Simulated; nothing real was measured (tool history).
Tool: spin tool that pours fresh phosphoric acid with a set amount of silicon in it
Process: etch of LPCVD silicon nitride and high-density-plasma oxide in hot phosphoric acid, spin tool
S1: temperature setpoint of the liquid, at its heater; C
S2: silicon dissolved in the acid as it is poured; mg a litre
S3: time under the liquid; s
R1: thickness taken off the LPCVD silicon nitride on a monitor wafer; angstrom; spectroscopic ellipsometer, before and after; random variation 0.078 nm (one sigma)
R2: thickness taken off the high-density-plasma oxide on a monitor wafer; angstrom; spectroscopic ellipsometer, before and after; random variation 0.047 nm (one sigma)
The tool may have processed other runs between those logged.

run	hour	S1	S2	S3	R1	R2
1	0	163	11	180	154.31	9.1592
2	3.3	164.5	10.5	180	160.17	10.557
3	6.7	164.5	16	180	161.94	9.4972
4	15.6	164.5	16	135	120.31	6.8601
5	19.8	165	16	140	128.26	7.2537
6	26.3	166.5	16	140	133.39	8.0535
7	30.8	166.5	16	140	133.48	8.444
8	34.8	166.5	16	145	137.88	7.8789

Estimate the outcome of run 9 from the log above:
9	37.1	166.5	16	145	?	?

Run 9 gave R1 138.65 angstrom, R2 8.989 angstrom.
